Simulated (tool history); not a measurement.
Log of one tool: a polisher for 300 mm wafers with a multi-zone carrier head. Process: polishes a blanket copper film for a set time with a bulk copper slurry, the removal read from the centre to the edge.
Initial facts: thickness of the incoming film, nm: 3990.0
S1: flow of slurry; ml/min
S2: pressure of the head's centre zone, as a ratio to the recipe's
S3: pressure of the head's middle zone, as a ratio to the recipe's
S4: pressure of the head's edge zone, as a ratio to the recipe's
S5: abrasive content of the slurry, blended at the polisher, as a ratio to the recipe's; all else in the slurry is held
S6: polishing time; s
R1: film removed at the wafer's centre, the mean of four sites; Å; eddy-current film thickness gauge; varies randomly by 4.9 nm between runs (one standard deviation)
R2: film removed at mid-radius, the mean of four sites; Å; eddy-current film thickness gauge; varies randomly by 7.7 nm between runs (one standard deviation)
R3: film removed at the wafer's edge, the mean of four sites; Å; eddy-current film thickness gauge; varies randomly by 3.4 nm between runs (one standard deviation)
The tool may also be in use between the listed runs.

| run | hour | S1 | S2 | S3 | S4 | S5 | S6 | R1 | R2 | R3 |
|---|---|---|---|---|---|---|---|---|---|---|
| 1 | 0.0 | 200 | 1.00 | 1.00 | 1.00 | 1.00 | 72 | 6667.6 | 6635.7 | 6491.7 |
| 2 | 8.8 | 190 | 1.01 | 0.99 | 0.95 | 0.95 | 72 | 6571.5 | 6470.9 | 6310.4 |
| 3 | 17.4 | 190 | 1.03 | 1.00 | 0.92 | 0.85 | 71 | 6490.0 | 6408.2 | 6054.2 |
| 4 | 18.3 | 190 | 1.03 | 1.00 | 0.92 | 0.85 | 87 | 7919.2 | 7829.9 | 7363.6 |
| 5 | 23.8 | 240 | 1.03 | 1.00 | 0.92 | 0.85 | 87 | 8137.1 | 7932.7 | 7472.7 |
| 6 | 28.4 | 200 | 1.03 | 1.00 | 0.92 | 0.85 | 87 | 8056.1 | 7848.3 | 7437.4 |
| 7 | 33.7 | 205 | 1.05 | 1.00 | 0.91 | 0.75 | 81 | 7440.2 | 7279.0 | 6705.6 |
| 8 | 35.1 | 165 | 1.05 | 0.92 | 0.81 | 0.50 | 73 | 6035.2 | 5353.7 | 5295.7 |
| 9 | 43.3 | 175 | 1.05 | 0.94 | 0.82 | 0.50 | 73 | 6054.2 | 5696.7 | 5362.1 |

For run 10, what comes out?
| 10 | 44.4 | 180 | 1.05 | 0.94 | 0.82 | 0.50 | 73 | ? | ? | ? |

{"run 10": {"R1": 6054.1, "R2": 5581.6, "R3": 5325.5}}

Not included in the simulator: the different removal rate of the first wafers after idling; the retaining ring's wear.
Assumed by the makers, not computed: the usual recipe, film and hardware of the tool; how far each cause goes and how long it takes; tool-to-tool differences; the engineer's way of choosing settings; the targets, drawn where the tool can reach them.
